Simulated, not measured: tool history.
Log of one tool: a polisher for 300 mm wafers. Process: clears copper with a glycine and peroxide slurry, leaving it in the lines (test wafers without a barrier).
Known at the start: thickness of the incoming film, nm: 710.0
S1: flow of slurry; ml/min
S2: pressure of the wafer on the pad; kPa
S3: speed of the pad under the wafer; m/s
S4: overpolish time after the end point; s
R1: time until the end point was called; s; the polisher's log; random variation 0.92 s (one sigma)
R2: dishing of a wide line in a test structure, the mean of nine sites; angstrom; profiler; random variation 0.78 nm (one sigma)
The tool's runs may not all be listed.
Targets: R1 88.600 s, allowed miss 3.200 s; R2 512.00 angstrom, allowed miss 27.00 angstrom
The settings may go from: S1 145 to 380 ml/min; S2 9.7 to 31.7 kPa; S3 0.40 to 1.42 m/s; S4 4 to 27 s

{"run": 1, "day": 0.0, "S1": 245, "S2": 20.7, "S3": 0.9, "S4": 14, "R1": 116.72, "R2": 511.95}
{"run": 2, "day": 0.192, "S1": 245, "S2": 24.1, "S3": 0.9, "S4": 14, "R1": 106.83, "R2": 540.5}
{"run": 3, "day": 0.492, "S1": 245, "S2": 24.1, "S3": 0.8, "S4": 14, "R1": 118.74, "R2": 493.15}
{"run": 4, "day": 0.575, "S1": 245, "S2": 24.1, "S3": 0.8, "S4": 11, "R1": 119.17, "R2": 412.4}
{"run": 5, "day": 0.879, "S1": 250, "S2": 26.2, "S3": 0.82, "S4": 11, "R1": 110.43, "R2": 444.31}
{"run": 6, "day": 1.233, "S1": 250, "S2": 30.3, "S3": 0.82, "S4": 11, "R1": 100.53, "R2": 463.58}
{"run": 7, "day": 1.379, "S1": 250, "S2": 31.0, "S3": 0.84, "S4": 11, "R1": 97.117, "R2": 482.39}
{"run": 8, "day": 1.679, "S1": 250, "S2": 31.0, "S3": 0.84, "S4": 11, "R1": 95.915, "R2": 478.13}

4 next moves are on the table. One of them brings every result within its allowed miss. Which?
{"run": "A", "day": 1.979, "S1": 260, "S2": 29.6, "S3": 0.78, "S4": 12, "R1": "?", "R2": "?"}
{"run": "B", "day": 1.979, "S1": 215, "S2": 28.3, "S3": 0.94, "S4": 12, "R1": "?", "R2": "?"}
{"run": "C", "day": 1.979, "S1": 255, "S2": 31.0, "S3": 0.72, "S4": 11, "R1": "?", "R2": "?"}
{"run": "D", "day": 1.979, "S1": 240, "S2": 31.0, "S3": 0.94, "S4": 11, "R1": "?", "R2": "?"}

move=A R1=105.440 R2=496.75
move=B R1=94.831 R2=538.19
move=C R1=109.750 R2=447.97
move=D R1=88.128 R2=533.10
A: further off than the last run
B: nearer than the last run, and not there yet
C: further off than the last run
D: meets every target
The right move is D.
